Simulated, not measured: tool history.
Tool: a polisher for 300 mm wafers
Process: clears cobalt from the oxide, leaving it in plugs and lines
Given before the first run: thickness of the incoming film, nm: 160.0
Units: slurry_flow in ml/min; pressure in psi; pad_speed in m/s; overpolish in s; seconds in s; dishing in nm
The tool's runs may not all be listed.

| run | day | slurry_flow | pressure | pad_speed | overpolish | seconds | dishing |
|---|---|---|---|---|---|---|---|
| 1 | 0.000 | 220 | 1.7 | 1.02 | 24 | 37.347 | 49.770 |
| 2 | 0.104 | 225 | 1.7 | 1.02 | 19 | 37.433 | 45.826 |
| 3 | 0.167 | 200 | 1.8 | 1.02 | 16 | 36.238 | 41.458 |
| 4 | 0.350 | 200 | 1.8 | 1.20 | 16 | 31.304 | 47.354 |
| 5 | 0.721 | 200 | 2.1 | 1.20 | 16 | 26.481 | 49.443 |
| 6 | 0.962 | 200 | 2.5 | 1.20 | 16 | 22.478 | 52.272 |
| 7 | 1.038 | 180 | 2.4 | 1.14 | 14 | 24.789 | 47.043 |
| 8 | 1.212 | 165 | 2.4 | 1.08 | 12 | 26.517 | 41.939 |
| 9 | 1.467 | 155 | 2.3 | 1.06 | 11 | 28.618 | 38.045 |
| 10 | 1.492 | 150 | 2.0 | 1.06 | 8 | 32.554 | 26.898 |
| 11 | 1.675 | 160 | 2.0 | 1.06 | 9 | 32.749 | 29.759 |

Forecast run 12:
| 12 | 1.796 | 165 | 2.0 | 1.06 | 9 | ? | ? |

Run 12 produced seconds 32.321 s, dishing 30.388 nm.
